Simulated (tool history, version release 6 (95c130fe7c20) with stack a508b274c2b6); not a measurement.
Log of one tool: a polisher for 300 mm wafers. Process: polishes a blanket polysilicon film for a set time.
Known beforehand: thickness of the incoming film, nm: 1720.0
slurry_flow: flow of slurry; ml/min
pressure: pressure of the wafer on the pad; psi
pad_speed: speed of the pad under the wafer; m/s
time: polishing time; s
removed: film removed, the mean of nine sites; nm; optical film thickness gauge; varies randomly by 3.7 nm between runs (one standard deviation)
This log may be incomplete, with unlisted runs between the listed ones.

| run | hour | slurry_flow | pressure | pad_speed | time | removed |
|---|---|---|---|---|---|---|
| 1 | 0 | 130 | 2.2 | 1.3 | 36 | 307.07 |
| 2 | 8.1 | 135 | 2.3 | 1.3 | 36 | 324.41 |
| 3 | 8.8 | 135 | 2.3 | 1.58 | 36 | 381.29 |
| 4 | 17 | 135 | 2.3 | 1.58 | 33 | 356.92 |
| 5 | 22.5 | 135 | 1.8 | 1.58 | 33 | 300.02 |
| 6 | 25.8 | 135 | 1.8 | 1.58 | 36 | 327.34 |
| 7 | 30.3 | 140 | 2 | 1.58 | 36 | 354.2 |
| 8 | 35.5 | 145 | 2.1 | 1.58 | 36 | 363.45 |
| 9 | 41.9 | 150 | 2.2 | 1.58 | 36 | 381.09 |

Run 10, settings as shown, results not yet in. Your forecast:
| 10 | 47.2 | 155 | 2.3 | 1.58 | 36 | ? |

{"run 10": {"removed": 395.32}}
